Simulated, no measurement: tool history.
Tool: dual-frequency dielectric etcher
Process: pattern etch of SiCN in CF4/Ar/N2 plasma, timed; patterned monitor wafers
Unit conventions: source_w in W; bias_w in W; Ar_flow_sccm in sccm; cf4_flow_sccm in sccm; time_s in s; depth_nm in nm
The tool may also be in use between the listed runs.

| run | hour | source_w | bias_w | Ar_flow_sccm | cf4_flow_sccm | time_s | depth_nm |
|---|---|---|---|---|---|---|---|
| 1 | 0 | 330 | 87 | 120 | 73 | 48.5 | 29.367 |
| 2 | 7.4 | 330 | 87 | 111 | 73 | 48.5 | 30.126 |
| 3 | 12.4 | 350 | 88 | 111 | 73 | 48.5 | 31.202 |
| 4 | 19.2 | 370 | 89 | 111 | 73 | 48.5 | 32.577 |
| 5 | 25.7 | 340 | 89 | 111 | 73 | 48.5 | 30.752 |
| 6 | 31.2 | 340 | 89 | 111 | 73 | 45 | 28.562 |
| 7 | 33.3 | 370 | 90 | 110 | 73 | 45 | 30.303 |

Forecast run 8:
|  | 34.7 | wet clean of the chamber |
| 8 | 34.7 | 390 | 92 | 109 | 73 | 45 | ? |

Run 8 produced depth_nm 33.193 nm.
